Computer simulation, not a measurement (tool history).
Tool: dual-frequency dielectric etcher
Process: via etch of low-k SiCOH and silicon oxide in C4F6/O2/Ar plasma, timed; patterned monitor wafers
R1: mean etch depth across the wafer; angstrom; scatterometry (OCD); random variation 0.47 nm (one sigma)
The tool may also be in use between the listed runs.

{"run": 1, "hour": 0.0, "source power (W)": 350, "bias power (W)": 142, "etch time (s)": 66.5, "R1": 1680.8}
{"run": 2, "hour": 6.8, "source power (W)": 340, "bias power (W)": 141, "etch time (s)": 66.5, "R1": 1656.8}
{"run": 3, "hour": 11.9, "source power (W)": 330, "bias power (W)": 140, "etch time (s)": 66.5, "R1": 1642.3}
{"run": 4, "hour": 20.9, "source power (W)": 330, "bias power (W)": 164, "etch time (s)": 66.5, "R1": 1739.4}
{"run": 5, "hour": 22.8, "source power (W)": 300, "bias power (W)": 164, "etch time (s)": 66.5, "R1": 1676.9}
{"run": 6, "hour": 31.6, "source power (W)": 290, "bias power (W)": 162, "etch time (s)": 66.5, "R1": 1657.8}
{"run": 7, "hour": 36.6, "source power (W)": 280, "bias power (W)": 159, "etch time (s)": 66.5, "R1": 1614.3}
{"run": 8, "hour": 39.2, "source power (W)": 270, "bias power (W)": 158, "etch time (s)": 66.5, "R1": 1609.2}
{"run": 9, "hour": 44.9, "source power (W)": 260, "bias power (W)": 156, "etch time (s)": 66.5, "R1": 1570.2}
{"run": 10, "hour": 46.2, "source power (W)": 250, "bias power (W)": 155, "etch time (s)": 66.5, "R1": 1552.5}
{"run": 11, "hour": 52.5, "source power (W)": 250, "bias power (W)": 154, "etch time (s)": 66.5, "R1": 1541}

Run 12 comes next. What will it give?
{"run": 12, "hour": 57.6, "source power (W)": 250, "bias power (W)": 153, "etch time (s)": 66.5, "R1": "?"}

{"run 12": {"R1": 1537.9}}
